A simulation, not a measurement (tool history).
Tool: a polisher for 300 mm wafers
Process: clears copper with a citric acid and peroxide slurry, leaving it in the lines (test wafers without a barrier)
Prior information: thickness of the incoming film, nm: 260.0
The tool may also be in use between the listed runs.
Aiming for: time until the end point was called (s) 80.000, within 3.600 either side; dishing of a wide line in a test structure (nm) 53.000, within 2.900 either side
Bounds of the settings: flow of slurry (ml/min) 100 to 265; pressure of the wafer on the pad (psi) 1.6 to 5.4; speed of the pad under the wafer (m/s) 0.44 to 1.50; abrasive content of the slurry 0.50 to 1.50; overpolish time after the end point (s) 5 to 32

run,day,flow of slurry (ml/min),pressure of the wafer on the pad (psi),speed of the pad under the wafer (m/s),abrasive content of the slurry,overpolish time after the end point (s),time until the end point was called (s),dishing of a wide line in a test structure (nm)
1,0.000,170,3.5,0.96,1.00,16,107.210,28.310
2,0.317,165,3.8,0.96,1.00,18,103.370,33.330
3,0.388,165,3.8,0.76,1.00,18,122.420,28.680
4,0.592,170,4.3,0.76,1.00,19,107.190,33.781
5,0.733,170,4.3,0.86,1.00,19,99.354,36.013
6,0.775,170,4.3,0.86,1.00,24,95.835,43.202
7,0.825,170,4.3,0.86,1.00,24,96.705,43.904
8,1.042,175,4.5,0.86,1.00,24,92.005,45.138
9,1.346,175,4.7,0.86,1.00,24,89.835,46.075

Which single option among these 5 for the next run brings every result within its allowed miss of target? Just one does.
A,1.650,180,4.5,0.84,1.10,29,?,?
B,1.650,145,4.4,0.98,1.00,28,?,?
C,1.650,195,4.8,0.84,1.00,24,?,?
D,1.650,180,4.8,0.80,0.80,20,?,?
E,1.650,185,4.7,0.94,1.05,26,?,?

move,time until the end point was called (s),dishing of a wide line in a test structure (nm)
A,91.603,52.254
B,87.133,52.730
C,87.069,47.233
D,96.372,37.624
E,80.754,53.046
A: further off than the last run
B: nearer than the last run, and not there yet
C: nearer than the last run, and not there yet
D: further off than the last run
E: each result inside its tolerance
Go with E: it meets all targets.
